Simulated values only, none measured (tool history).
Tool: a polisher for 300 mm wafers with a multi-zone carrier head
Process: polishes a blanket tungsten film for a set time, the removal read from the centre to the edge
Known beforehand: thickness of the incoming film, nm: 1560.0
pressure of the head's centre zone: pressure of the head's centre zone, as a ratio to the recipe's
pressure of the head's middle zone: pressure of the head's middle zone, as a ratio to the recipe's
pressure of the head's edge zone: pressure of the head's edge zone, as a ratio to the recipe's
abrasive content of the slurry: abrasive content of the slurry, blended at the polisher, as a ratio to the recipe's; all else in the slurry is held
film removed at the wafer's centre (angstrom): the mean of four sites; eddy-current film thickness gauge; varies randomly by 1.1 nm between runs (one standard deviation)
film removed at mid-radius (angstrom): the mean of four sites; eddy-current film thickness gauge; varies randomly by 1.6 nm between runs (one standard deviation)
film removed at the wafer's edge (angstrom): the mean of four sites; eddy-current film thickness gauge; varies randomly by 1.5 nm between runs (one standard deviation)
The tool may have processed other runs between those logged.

run,day,flow of slurry (ml/min),pressure of the head's centre zone,pressure of the head's middle zone,pressure of the head's edge zone,abrasive content of the slurry,polishing time (s),film removed at the wafer's centre (angstrom),film removed at mid-radius (angstrom),film removed at the wafer's edge (angstrom)
1,0.000,165,1.00,1.00,1.00,1.00,65,3303.3,3341.1,3325.7
2,0.050,165,1.00,1.00,1.00,1.00,72,3686.6,3634.7,3609.3
3,0.258,165,1.00,1.00,1.00,0.85,72,3566.0,3484.6,3480.8
4,0.629,145,1.00,1.00,1.00,0.85,72,3422.6,3421.6,3434.7
5,0.788,145,1.00,0.97,0.98,0.80,66,3082.6,3005.1,3058.8
6,0.967,105,1.00,0.97,0.98,0.80,66,2896.2,2860.7,2923.0
7,1.292,120,0.98,0.87,0.88,0.55,48,1938.5,1777.3,1877.8
8,1.362,115,0.98,0.86,0.88,0.55,48,1902.5,1733.1,1849.9
9,1.704,115,0.98,0.85,0.88,0.55,48,1899.9,1726.0,1880.1

The next listed run, before its measurement:
10,2.042,115,0.98,0.84,0.87,0.55,48,?,?,?

{"run 10": {"film removed at the wafer's centre (angstrom)": 1907.4, "film removed at mid-radius (angstrom)": 1651.8, "film removed at the wafer's edge (angstrom)": 1854.2}}
